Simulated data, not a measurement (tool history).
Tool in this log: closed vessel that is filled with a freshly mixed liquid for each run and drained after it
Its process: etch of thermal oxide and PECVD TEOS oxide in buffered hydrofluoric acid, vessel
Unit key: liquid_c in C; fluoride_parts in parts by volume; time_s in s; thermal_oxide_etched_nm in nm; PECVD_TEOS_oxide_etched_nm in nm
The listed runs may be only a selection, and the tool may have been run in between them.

run	day	liquid_c	fluoride_parts	time_s	thermal_oxide_etched_nm	PECVD_TEOS_oxide_etched_nm
1	0	23	13.5	60	50.983	54.227
2	0.158	24	13.5	60	54.466	57.061
3	0.404	24.5	13	60	57.306	60.925
4	0.512	24.5	13	80	75.866	81.171
5	0.567	24.5	16	80	62.74	65.795
6	0.817	24.5	14.5	80	69.12	73.066
7	1.2	25	14.5	80	71.192	74.615
8	1.533	25.5	14.5	80	72.135	77.396
9	1.583	28.5	13.5	80	91.916	96.351

Run 10, settings as shown, results not yet in. Your forecast:
10	1.888	28.5	13.5	80	?	?

{"run 10": {"thermal_oxide_etched_nm": 92.793, "PECVD_TEOS_oxide_etched_nm": 96.28}}
